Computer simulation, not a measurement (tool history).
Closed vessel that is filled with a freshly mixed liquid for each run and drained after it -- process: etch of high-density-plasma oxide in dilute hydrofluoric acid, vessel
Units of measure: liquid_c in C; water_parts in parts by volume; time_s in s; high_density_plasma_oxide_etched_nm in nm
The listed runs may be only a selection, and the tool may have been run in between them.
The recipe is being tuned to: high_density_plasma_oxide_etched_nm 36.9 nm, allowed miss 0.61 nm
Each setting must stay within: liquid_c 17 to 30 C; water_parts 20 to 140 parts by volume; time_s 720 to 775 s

run  hour  liquid_c  water_parts  time_s  high_density_plasma_oxide_etched_nm
  1     0        22           75     720                               51.218
  2   5.7        22           90     720                               41.609
  3   6.8        22          115     720                                31.77
  4  10.6      22.5          115     720                               32.526
  5  12.2        23          115     720                               33.085
  6  20.5        23          130     720                               28.815
  7    27      23.5          130     720                               29.373
  8  34.3        24          130     720                               29.843
  9  40.2      24.5          130     720                               30.343
 10  44.2      28.5          130     720                               35.231
 11  50.4      28.5          130     720                               35.188
 12  54.1        29          130     720                               35.739

Exercise: of the 4 proposed moves below, exactly one satisfies all targets within the stated allowed misses. Which move is it?
  A  57.8        28          135     750                                    ?
  B  57.8        30          140     720                                    ?
  C  57.8      28.5          130     755                                    ?
  D  57.8        30          140     740                                    ?

move  high_density_plasma_oxide_etched_nm
   A                               34.385
   B                               34.031
   C                               36.855
   D                               34.976
A: misses by more than the last run did
B: misses by more than the last run did
C: all results land within tolerance of their targets
D: misses by more than the last run did
Go with C: it meets all targets.
